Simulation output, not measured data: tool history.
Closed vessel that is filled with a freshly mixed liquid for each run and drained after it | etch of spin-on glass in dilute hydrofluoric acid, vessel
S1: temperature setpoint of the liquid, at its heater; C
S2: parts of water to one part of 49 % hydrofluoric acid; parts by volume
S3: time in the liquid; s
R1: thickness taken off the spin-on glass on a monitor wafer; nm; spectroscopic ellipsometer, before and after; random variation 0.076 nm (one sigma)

run	day	S1	S2	S3	R1
1	0	22	75	30	12.284
2	0.125	24	70	30	14.358
3	0.192	27	70	30	16.296
4	0.529	27	70	30	16.324
5	0.888	27.5	70	30	16.542
6	0.942	28	70	30	16.846
7	1.317	28.5	70	30	17.196
8	1.371	29	70	30	17.628
9	1.721	29.5	65	30	19.411
10	2.062	30	65	30	19.73

Run 11 comes next. What will it give?
11	2.3	30	60	30	?

Run 11 gave R1 21.699 nm.

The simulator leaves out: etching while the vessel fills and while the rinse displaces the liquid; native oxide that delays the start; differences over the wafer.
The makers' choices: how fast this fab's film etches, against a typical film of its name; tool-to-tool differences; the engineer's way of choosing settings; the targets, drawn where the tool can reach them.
